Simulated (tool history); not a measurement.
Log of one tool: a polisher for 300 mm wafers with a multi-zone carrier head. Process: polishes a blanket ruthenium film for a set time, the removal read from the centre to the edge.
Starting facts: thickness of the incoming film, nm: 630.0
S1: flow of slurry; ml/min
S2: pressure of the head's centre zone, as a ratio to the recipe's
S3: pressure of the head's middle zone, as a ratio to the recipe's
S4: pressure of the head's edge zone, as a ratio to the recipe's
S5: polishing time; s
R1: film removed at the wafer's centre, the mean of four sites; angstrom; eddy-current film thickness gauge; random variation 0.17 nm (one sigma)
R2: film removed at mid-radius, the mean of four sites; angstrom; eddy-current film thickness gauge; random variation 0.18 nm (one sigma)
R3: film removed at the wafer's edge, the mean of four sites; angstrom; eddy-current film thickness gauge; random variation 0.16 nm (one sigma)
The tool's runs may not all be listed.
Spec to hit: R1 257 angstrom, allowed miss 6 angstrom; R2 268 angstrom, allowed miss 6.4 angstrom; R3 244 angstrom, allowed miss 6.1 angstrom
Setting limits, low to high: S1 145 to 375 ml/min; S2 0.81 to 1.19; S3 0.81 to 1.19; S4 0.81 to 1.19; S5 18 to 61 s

run,day,S1,S2,S3,S4,S5,R1,R2,R3
1,0,240,1,1,1,39,454.92,452.04,457.12
2,0.096,240,1,1,1,46,530.41,527.11,533.17
3,0.221,240,1,1,1,42,493.34,484.15,493.82
4,0.408,240,1,1,1,37,427.93,428.02,431.79
5,0.492,205,1,1,1,37,420.5,415.28,426.75
6,0.825,205,0.99,1.01,0.94,31,349.93,357.26,349.26
7,1.038,230,0.98,1,0.84,20,224.55,229.46,214.11
8,1.088,230,1,1.03,0.88,20,228.43,235.63,219.15
9,1.454,300,1.06,1.11,0.98,21,266.73,270.72,246.39
10,1.712,300,1.05,1.11,0.98,21,263.77,269.33,248.01
11,1.779,300,1.05,1.11,0.97,21,261.15,270.26,242.76

Exactly one of the 4 candidate moves below puts every result within its allowed miss. Which one?
A,1.846,335,1.01,1.09,0.94,21,?,?,?
B,1.846,355,1.01,1.16,1.03,20,?,?,?
C,1.846,280,1.08,1.08,0.97,21,?,?,?
D,1.846,355,1.1,1.11,0.99,20,?,?,?

move,R1,R2,R3
A,258.37,267.02,245.3
B,247.51,269.56,244.78
C,271.29,260.37,245.78
D,269.64,259.43,240.28
A: every result within its allowed miss
B: moves the result that the last run missed by most past its target, out the other side
C: further off than the last run
D: further off than the last run
A is the move that brings every result within its allowed miss.
